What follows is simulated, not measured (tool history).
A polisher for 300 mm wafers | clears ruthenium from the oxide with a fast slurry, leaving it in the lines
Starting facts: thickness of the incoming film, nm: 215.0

run  hour  flow of slurry (ml/min)  pressure of the wafer on the pad (kPa)  speed of the pad under the wafer (m/s)  abrasive content of the slurry  overpolish time after the end point (s)  time until the end point was called (s)  dishing of a wide line in a test structure (Å)
  1   0.0                      290                                    17.9                                    0.80                             1.0                                       23                                   64.513                                          590.34
  2   0.8                      290                                    16.5                                    0.78                             1.0                                       22                                   70.848                                          525.82
  3   8.2                      245                                    16.5                                    0.78                             1.0                                       22                                   71.438                                          521.79
  4  16.8                      245                                    15.2                                    0.76                             1.0                                       22                                   80.732                                          469.05
  5  17.8                      245                                    15.2                                    0.76                             1.0                                       26                                   81.124                                          558.89
  6  23.4                      245                                    13.8                                    0.74                             1.0                                       25                                   90.473                                          492.70
  7  24.8                      245                                    13.1                                    0.74                             1.0                                       24                                   92.392                                          455.18

Predict the results of run 8:
  8  27.6                      245                                    12.4                                    0.72                             1.0                                       23                                        ?                                               ?

Run 8 gave time until the end point was called (s) 100.070, dishing of a wide line in a test structure (Å) 394.51.
